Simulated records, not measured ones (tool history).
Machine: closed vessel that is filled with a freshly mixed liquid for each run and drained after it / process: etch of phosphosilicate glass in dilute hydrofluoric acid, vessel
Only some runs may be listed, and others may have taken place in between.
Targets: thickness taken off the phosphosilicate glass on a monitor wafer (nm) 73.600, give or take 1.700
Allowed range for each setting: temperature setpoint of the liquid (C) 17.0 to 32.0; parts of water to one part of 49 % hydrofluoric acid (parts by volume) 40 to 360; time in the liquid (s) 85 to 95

run,hour,temperature setpoint of the liquid (C),parts of water to one part of 49 % hydrofluoric acid (parts by volume),time in the liquid (s),thickness taken off the phosphosilicate glass on a monitor wafer (nm)
1,0.0,24.0,200,85,35.056
2,6.3,21.0,200,85,31.610
3,9.6,23.0,185,85,37.079
4,16.5,24.5,175,85,42.158
5,17.8,22.5,175,85,39.248
6,19.3,26.0,175,85,44.367
7,26.7,27.0,165,85,49.440
8,30.2,28.0,160,85,53.342
9,33.2,28.5,155,85,56.381
10,39.3,29.0,150,85,59.477
11,41.3,29.5,145,85,63.309
12,42.0,30.0,145,85,64.702
13,44.7,30.5,145,85,65.922
14,48.1,31.0,145,85,66.009
15,52.6,31.5,140,85,70.563

Consider the 5 candidate settings below. Which is the only one whose results all fall within their allowed miss of target?
A,57.1,31.5,145,85,?
B,57.1,26.0,135,95,?
C,57.1,31.0,140,90,?
D,57.1,31.0,140,85,?
E,57.1,30.5,155,95,?

move,thickness taken off the phosphosilicate glass on a monitor wafer (nm)
A,68.359
B,67.932
C,74.142
D,70.023
E,68.056
A: misses by more than the last run did
B: misses by more than the last run did
C: all results land within tolerance of their targets
D: misses by more than the last run did
E: misses by more than the last run did
Correct choice: C, which meets every target

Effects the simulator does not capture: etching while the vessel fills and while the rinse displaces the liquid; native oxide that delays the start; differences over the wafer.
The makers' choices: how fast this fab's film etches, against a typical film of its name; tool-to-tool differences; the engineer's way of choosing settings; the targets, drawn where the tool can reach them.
